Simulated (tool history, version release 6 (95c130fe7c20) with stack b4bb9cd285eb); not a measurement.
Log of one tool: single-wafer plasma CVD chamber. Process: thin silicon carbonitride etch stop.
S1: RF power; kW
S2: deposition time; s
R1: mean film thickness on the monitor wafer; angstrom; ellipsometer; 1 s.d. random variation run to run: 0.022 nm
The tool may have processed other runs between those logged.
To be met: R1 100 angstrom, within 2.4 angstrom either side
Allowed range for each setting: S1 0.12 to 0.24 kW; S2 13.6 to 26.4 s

run,hour,S1,S2,R1
1,0,0.18,20,113.7
2,0.7,0.165,20,111.66
3,1.8,0.175,20,113.54
4,8.8,0.175,18.2,103.3
5,15.4,0.195,18.2,105.72
6,22,0.195,18.1,105.2
7,25.7,0.195,18,104.76
8,34.5,0.195,17.9,103.62
9,38.9,0.195,17.8,103.27

Exactly one of the 4 candidate moves below puts every result within its allowed miss. Which one?
A,43.3,0.2,18.4,?
B,43.3,0.19,16.4,?
C,43.3,0.17,17.8,?
D,43.3,0.18,18.6,?

move,R1
A,107.74
B,94.701
C,99.754
D,105.85
A: its largest miss is bigger than the last run's
B: moves the result that the last run missed by most past its target, out the other side
C: all results land within tolerance of their targets
D: its largest miss is bigger than the last run's
Answer: C
